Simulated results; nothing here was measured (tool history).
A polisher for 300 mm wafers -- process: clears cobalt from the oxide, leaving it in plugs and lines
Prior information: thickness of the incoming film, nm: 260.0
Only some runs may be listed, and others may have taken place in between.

| run | day | flow of slurry (ml/min) | pressure of the wafer on the pad (psi) | speed of the pad under the wafer (cm/s) | overpolish time after the end point (s) | time until the end point was called (s) | dishing of a wide line in a test structure (Å) |
|---|---|---|---|---|---|---|---|
| 1 | 0.000 | 300 | 2.1 | 90 | 19 | 67.443 | 421.43 |
| 2 | 0.338 | 300 | 2.0 | 90 | 16 | 68.710 | 395.84 |
| 3 | 0.571 | 225 | 2.0 | 90 | 16 | 73.182 | 399.84 |
| 4 | 0.712 | 225 | 2.0 | 90 | 19 | 70.827 | 432.97 |
|  | 1.004 | worn pad replaced by a new one |
| 5 | 1.004 | 280 | 2.0 | 88 | 16 | 65.094 | 425.76 |
| 6 | 1.229 | 260 | 1.8 | 90 | 14 | 69.231 | 376.41 |
| 7 | 1.521 | 300 | 1.6 | 84 | 12 | 84.922 | 295.91 |
| 8 | 1.696 | 310 | 1.6 | 84 | 11 | 84.510 | 282.78 |
| 9 | 2.021 | 345 | 1.7 | 84 | 6 | 79.641 | 185.49 |
| 10 | 2.362 | 330 | 1.7 | 84 | 6 | 76.088 | 184.18 |
| 11 | 2.542 | 325 | 1.7 | 86 | 7 | 73.952 | 213.82 |
| 12 | 2.650 | 320 | 1.7 | 86 | 7 | 75.317 | 210.26 |
| 13 | 2.858 | 315 | 1.7 | 86 | 7 | 78.431 | 211.68 |

Predict the results of run 14:
| 14 | 3.075 | 305 | 1.7 | 86 | 7 | ? | ? |

{"run 14": {"time until the end point was called (s)": 78.985, "dishing of a wide line in a test structure (Å)": 219.44}}
